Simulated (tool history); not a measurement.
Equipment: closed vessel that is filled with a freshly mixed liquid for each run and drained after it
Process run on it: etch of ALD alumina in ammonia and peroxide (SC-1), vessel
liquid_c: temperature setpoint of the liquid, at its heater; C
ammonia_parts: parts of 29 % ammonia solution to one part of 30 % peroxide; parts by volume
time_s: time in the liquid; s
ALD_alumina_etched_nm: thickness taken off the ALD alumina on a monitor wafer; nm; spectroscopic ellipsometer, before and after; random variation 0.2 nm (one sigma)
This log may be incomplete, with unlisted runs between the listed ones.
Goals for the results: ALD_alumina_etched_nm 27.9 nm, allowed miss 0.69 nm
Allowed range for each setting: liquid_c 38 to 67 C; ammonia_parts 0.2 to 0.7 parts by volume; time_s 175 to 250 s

run	hour	liquid_c	ammonia_parts	time_s	ALD_alumina_etched_nm
1	0	51	0.4	250	15.957
2	5	53.5	0.4	250	18.315
3	7.7	53.5	0.5	250	18.514
4	12.5	53.5	0.6	250	19.135
5	19.9	55.5	0.6	250	21.112
6	24.4	55.5	0.6	175	14.826
7	31.3	58.5	0.6	195	19.171
8	38.4	60.5	0.6	200	22.057
9	46.4	60.5	0.6	200	21.897
10	50.3	62	0.6	200	23.969
11	53.9	63	0.6	200	24.776
12	55.6	63.5	0.6	200	25.559
13	58.7	64	0.6	200	26.235

Which single option among these 4 for the next run brings every result within its allowed miss of target? Just one does.
A	61.8	63	0.7	220	?
B	61.8	66	0.5	180	?
C	61.8	67	0.55	200	?
D	61.8	60	0.6	225	?

move	ALD_alumina_etched_nm
A	28.26
B	26.008
C	30.628
D	24.456
A: every result lands within tolerance
B: lands further from the targets than the last run did
C: carries the result that was furthest off beyond its target, to the other side
D: lands further from the targets than the last run did
A meets every target.

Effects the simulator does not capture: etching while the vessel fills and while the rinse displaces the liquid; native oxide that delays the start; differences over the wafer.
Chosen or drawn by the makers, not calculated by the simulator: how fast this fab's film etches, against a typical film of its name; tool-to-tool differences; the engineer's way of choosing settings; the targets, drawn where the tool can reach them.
